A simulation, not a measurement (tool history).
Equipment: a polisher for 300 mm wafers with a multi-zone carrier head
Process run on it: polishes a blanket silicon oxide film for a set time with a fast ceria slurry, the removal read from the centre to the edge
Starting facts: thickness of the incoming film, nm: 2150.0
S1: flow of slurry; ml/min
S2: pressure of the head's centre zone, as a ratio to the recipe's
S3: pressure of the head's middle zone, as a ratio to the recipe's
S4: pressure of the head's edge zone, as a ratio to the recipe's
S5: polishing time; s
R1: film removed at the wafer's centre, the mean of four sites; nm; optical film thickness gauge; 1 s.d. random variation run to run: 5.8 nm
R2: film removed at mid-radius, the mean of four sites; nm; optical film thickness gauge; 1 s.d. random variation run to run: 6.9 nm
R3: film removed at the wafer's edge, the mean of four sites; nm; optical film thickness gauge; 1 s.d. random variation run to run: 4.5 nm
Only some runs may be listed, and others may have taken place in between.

run 1 day=0.000 | S1=230 S2=1.00 S3=1.00 S4=1.00 S5=35 | R1=504.19 R2=513.84 R3=523.21
run 2 day=0.192 | S1=225 S2=0.98 S3=1.01 S4=0.96 S5=34 | R1=482.19 R2=496.37 R3=509.55
run 3 day=0.475 | S1=255 S2=0.98 S3=1.01 S4=0.96 S5=34 | R1=490.86 R2=512.79 R3=503.43
run 4 day=0.754 | S1=255 S2=0.91 S3=1.01 S4=0.96 S5=34 | R1=460.13 R2=496.53 R3=513.35
run 5 day=0.950 | S1=210 S2=0.91 S3=1.01 S4=0.96 S5=34 | R1=449.62 R2=486.94 R3=496.27
run 6 day=1.283 | S1=210 S2=0.86 S3=1.01 S4=0.96 S5=34 | R1=420.56 R2=500.88 R3=494.39

Predict the results of run 7:
run 7 day=1.333 | S1=205 S2=0.88 S3=1.02 S4=0.92 S5=34 | R1=? R2=? R3=?

R1: 430.76 nm
R2: 502.61 nm
R3: 491.28 nm
